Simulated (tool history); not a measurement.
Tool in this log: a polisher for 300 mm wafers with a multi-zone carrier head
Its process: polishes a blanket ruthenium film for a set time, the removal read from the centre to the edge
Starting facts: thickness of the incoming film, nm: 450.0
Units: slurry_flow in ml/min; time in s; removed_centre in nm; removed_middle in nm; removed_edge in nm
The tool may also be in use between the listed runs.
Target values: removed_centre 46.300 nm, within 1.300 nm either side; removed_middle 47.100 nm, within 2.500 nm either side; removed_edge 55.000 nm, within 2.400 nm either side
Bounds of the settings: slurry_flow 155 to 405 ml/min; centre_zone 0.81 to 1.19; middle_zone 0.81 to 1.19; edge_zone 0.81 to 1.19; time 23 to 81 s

run  hour  slurry_flow  centre_zone  middle_zone  edge_zone  time  removed_centre  removed_middle  removed_edge
  1   0.0          260         1.00         1.00       1.00    52          31.210          32.647        32.201
  2   1.1          260         1.08         1.00       1.00    52          33.954          32.446        32.690
  3   8.2          230         1.08         1.00       1.00    52          32.785          31.570        31.870
  4  15.9          240         1.05         0.98       1.04    57          35.409          35.410        36.053
  5  17.8          240         1.09         0.98       1.04    57          37.196          34.562        35.694
  6  22.4          240         1.09         0.98       0.99    57          36.812          35.216        35.479
  7  26.2          240         1.06         0.94       1.03    61          37.720          35.774        38.556
  8  34.8          240         1.04         0.93       1.05    65          40.107          36.983        41.596
  9  41.5          240         1.04         0.93       1.05    65          39.565          38.051        40.517
 10  45.5          245         1.02         0.91       1.08    68          41.809          39.798        44.177
 11  47.8          250         1.00         0.90       1.10    70          42.085          40.313        46.186
 12  53.3          255         0.99         0.90       1.12    71          41.852          41.186        47.458
 13  57.9          260         0.99         0.90       1.14    72          43.222          40.815        48.952
 14  58.5          265         0.98         0.92       1.15    73          43.111          43.125        48.330
 15  64.9          265         0.97         0.91       1.15    75          43.973          42.670        50.756
 16  67.8          260         0.96         0.92       1.15    76          43.624          44.443        52.313
     73.7  -- slurry nozzle cleaned
 17  73.7          260         0.96         0.92       1.15    77          47.467          47.386        54.271
 18  80.7          260         0.95         0.92       1.15    77          47.804          47.819        54.485

Exactly one of the 4 candidate moves below puts every result within its allowed miss. Which one?
  A  87.7          235         0.97         0.88       1.11    78               ?               ?             ?
  B  87.7          260         0.97         0.93       1.16    77               ?               ?             ?
  C  87.7          220         0.95         0.93       1.19    77               ?               ?             ?
  D  87.7          275         1.03         0.99       1.08    77               ?               ?             ?

move  removed_centre  removed_middle  removed_edge
   A          48.670          46.700        54.160
   B          48.775          48.909        55.203
   C          46.655          47.805        54.989
   D          51.949          51.880        53.457
A: lands further from the targets than the last run did
B: lands further from the targets than the last run did
C: every result lands within tolerance
D: lands further from the targets than the last run did
C is the move that brings every result within its allowed miss.
